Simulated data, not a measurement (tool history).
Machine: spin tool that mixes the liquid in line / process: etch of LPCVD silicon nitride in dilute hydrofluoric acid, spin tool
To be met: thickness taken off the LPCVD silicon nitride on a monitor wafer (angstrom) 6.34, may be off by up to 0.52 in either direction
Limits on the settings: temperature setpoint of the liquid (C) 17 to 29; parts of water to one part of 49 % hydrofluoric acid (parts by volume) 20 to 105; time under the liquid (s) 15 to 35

| run | day | temperature setpoint of the liquid (C) | parts of water to one part of 49 % hydrofluoric acid (parts by volume) | time under the liquid (s) | thickness taken off the LPCVD silicon nitride on a monitor wafer (angstrom) |
|---|---|---|---|---|---|
| 1 | 0 | 21 | 55 | 35 | 2.3766 |
| 2 | 0.138 | 23.5 | 55 | 35 | 2.7476 |
| 3 | 0.204 | 24.5 | 50 | 35 | 3.2217 |
| 4 | 0.392 | 24.5 | 50 | 15 | 1.4019 |
| 5 | 0.517 | 24.5 | 65 | 15 | 1.0828 |
| 6 | 0.788 | 24 | 60 | 15 | 1.107 |
| 7 | 0.85 | 24 | 55 | 15 | 1.196 |
| 8 | 1.021 | 23 | 50 | 20 | 1.6985 |
| 9 | 1.058 | 24 | 45 | 20 | 1.9771 |
| 10 | 1.396 | 23 | 40 | 20 | 2.0883 |
| 11 | 1.717 | 27 | 20 | 35 | 9.277 |
| 12 | 1.908 | 26.5 | 20 | 35 | 9.2595 |
| 13 | 2.071 | 26 | 20 | 35 | 8.8923 |
| 14 | 2.392 | 25.5 | 20 | 35 | 8.2629 |
| 15 | 2.542 | 25 | 20 | 35 | 8.1813 |
| 16 | 2.704 | 24.5 | 20 | 35 | 7.9256 |
| 17 | 2.846 | 24 | 20 | 35 | 7.4286 |

Next run, 4 choices. One meets every target within its allowed miss, the rest don't. Which?
| A | 2.988 | 24 | 20 | 30 | ? |
| B | 2.988 | 25 | 25 | 30 | ? |
| C | 2.988 | 29 | 20 | 25 | ? |
| D | 2.988 | 26.5 | 20 | 30 | ? |

| move | thickness taken off the LPCVD silicon nitride on a monitor wafer (angstrom) |
|---|---|
| A | 6.4288 |
| B | 5.5594 |
| C | 7.5019 |
| D | 7.6186 |
A: meets every target
B: pushes the last run's worst result past its target
C: further off than the last run
D: further off than the last run
Go with A: it meets all targets.
